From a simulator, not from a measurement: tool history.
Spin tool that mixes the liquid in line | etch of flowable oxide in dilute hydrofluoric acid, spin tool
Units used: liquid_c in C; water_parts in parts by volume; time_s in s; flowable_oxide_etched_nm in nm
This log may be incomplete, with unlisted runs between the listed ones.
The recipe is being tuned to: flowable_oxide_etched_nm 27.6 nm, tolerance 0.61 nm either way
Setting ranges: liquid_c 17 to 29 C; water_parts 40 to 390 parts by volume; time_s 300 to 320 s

run,day,liquid_c,water_parts,time_s,flowable_oxide_etched_nm
1,0,21,215,300,42.25
2,0.225,21,215,300,42.109
3,0.517,21,215,320,44.725
4,0.871,23.5,215,320,49.365
5,0.946,23.5,215,320,49.174
6,1.117,23.5,285,320,34.594
7,1.329,22.5,285,320,33.425
8,1.658,21.5,285,320,32.037
9,2.004,20.5,285,320,30.93
10,2.242,20,285,320,30.563
11,2.308,19.5,285,320,29.772
12,2.612,19.5,285,320,29.899
13,2.858,19,285,320,29.311
14,3.033,18.5,285,320,28.671

Consider the 5 candidate settings below. Which is the only one whose results all fall within their allowed miss of target?
A,3.208,19,315,320,?
B,3.208,20,305,305,?
C,3.208,17,255,300,?
D,3.208,18,285,315,?
E,3.208,18.5,280,320,?

move,flowable_oxide_etched_nm
A,25.699
B,26.47
C,29.07
D,27.647
E,29.257
A: takes the biggest miss from the last run beyond its target
B: takes the biggest miss from the last run beyond its target
C: the biggest miss grows against the last run
D: in spec on every target
E: the biggest miss grows against the last run
D is the move that brings every result within its allowed miss.

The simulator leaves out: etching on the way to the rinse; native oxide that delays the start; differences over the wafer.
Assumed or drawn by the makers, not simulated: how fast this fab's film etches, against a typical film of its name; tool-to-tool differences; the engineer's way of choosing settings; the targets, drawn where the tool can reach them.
